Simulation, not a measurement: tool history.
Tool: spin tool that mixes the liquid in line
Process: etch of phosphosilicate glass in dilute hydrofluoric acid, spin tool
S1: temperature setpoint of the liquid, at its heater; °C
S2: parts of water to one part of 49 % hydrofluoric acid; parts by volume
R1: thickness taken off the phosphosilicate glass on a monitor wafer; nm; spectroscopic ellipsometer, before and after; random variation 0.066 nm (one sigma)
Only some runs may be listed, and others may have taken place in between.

{"run": 1, "hour": 0.0, "S1": 23, "S2": 280, "time under the liquid (s)": 30, "R1": 9.8969}
{"run": 2, "hour": 4.6, "S1": 23, "S2": 280, "time under the liquid (s)": 30, "R1": 9.887}
{"run": 3, "hour": 12.7, "S1": 23, "S2": 280, "time under the liquid (s)": 20, "R1": 6.5574}
{"run": 4, "hour": 19.0, "S1": 25, "S2": 255, "time under the liquid (s)": 20, "R1": 7.9709}
{"run": 5, "hour": 22.4, "S1": 23, "S2": 255, "time under the liquid (s)": 20, "R1": 7.4224}
{"run": 6, "hour": 25.3, "S1": 23, "S2": 255, "time under the liquid (s)": 30, "R1": 11.095}
{"run": 7, "hour": 27.4, "S1": 24, "S2": 245, "time under the liquid (s)": 30, "R1": 12.031}

For run 8, what comes out?
{"run": 8, "hour": 34.3, "S1": 25, "S2": 245, "time under the liquid (s)": 30, "R1": "?"}

R1: 12.619 nm

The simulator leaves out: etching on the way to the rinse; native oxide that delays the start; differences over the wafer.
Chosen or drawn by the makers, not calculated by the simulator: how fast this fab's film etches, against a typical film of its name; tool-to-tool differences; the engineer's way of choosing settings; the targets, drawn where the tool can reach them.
